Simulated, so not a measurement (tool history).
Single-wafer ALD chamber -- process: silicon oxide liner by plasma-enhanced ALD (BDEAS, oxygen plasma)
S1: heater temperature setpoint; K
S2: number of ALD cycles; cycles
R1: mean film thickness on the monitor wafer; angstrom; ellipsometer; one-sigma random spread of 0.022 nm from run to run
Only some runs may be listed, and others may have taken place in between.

run	hour	S1	S2	R1
1	0	598.15	60	47.591
2	6.8	598.15	63	49.659
3	11.2	598.15	60	47.558
4	15.9	598.15	62	49.247
5	20.4	598.15	56	44.37
6	22.4	598.15	58	45.599

The next listed run, before its measurement:
7	30.4	598.15	60	?

R1: 47.065 angstrom
